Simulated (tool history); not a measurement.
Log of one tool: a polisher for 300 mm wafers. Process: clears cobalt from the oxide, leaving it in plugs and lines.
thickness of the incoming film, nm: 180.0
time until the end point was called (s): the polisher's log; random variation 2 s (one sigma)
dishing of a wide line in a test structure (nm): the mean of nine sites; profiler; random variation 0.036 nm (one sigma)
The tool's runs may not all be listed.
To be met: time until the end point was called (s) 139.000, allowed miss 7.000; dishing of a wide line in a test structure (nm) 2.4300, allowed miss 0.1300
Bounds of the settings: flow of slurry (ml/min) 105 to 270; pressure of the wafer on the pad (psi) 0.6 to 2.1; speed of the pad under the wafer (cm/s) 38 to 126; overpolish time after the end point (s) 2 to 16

run,hour,flow of slurry (ml/min),pressure of the wafer on the pad (psi),speed of the pad under the wafer (cm/s),overpolish time after the end point (s),time until the end point was called (s),dishing of a wide line in a test structure (nm)
1,0.0,175,1.3,82,8,80.177,14.2980
2,6.4,175,1.3,64,8,100.860,11.5660
3,9.4,175,1.3,64,11,103.190,15.8610
4,12.5,175,1.2,60,10,116.360,12.7440
5,19.4,200,1.2,60,10,111.280,12.9150
6,25.3,200,1.2,40,10,162.400,9.3333
7,30.9,210,1.2,40,9,162.940,8.6448
8,36.7,195,1.1,42,8,164.900,7.8905
9,41.9,245,0.9,38,4,204.080,3.3422
10,50.3,250,0.9,42,4,187.880,3.6818
11,55.8,255,0.9,46,4,172.250,3.8776
12,57.0,255,0.9,48,4,164.150,4.0613
13,62.2,255,0.9,50,4,157.950,4.2868

Which of these 5 next moves meets every target?
A,67.4,230,0.8,62,2,?,?
B,67.4,265,0.7,52,7,?,?
C,67.4,265,1.1,48,6,?,?
D,67.4,265,0.9,46,10,?,?
E,67.4,205,1.3,38,12,?,?

move,time until the end point was called (s),dishing of a wide line in a test structure (nm)
A,143.270,2.4273
B,179.820,6.4637
C,144.960,6.8342
D,172.300,9.3011
E,164.020,11.3980
A: meets every target
B: further off than the last run
C: further off than the last run
D: further off than the last run
E: further off than the last run
The right move is A.
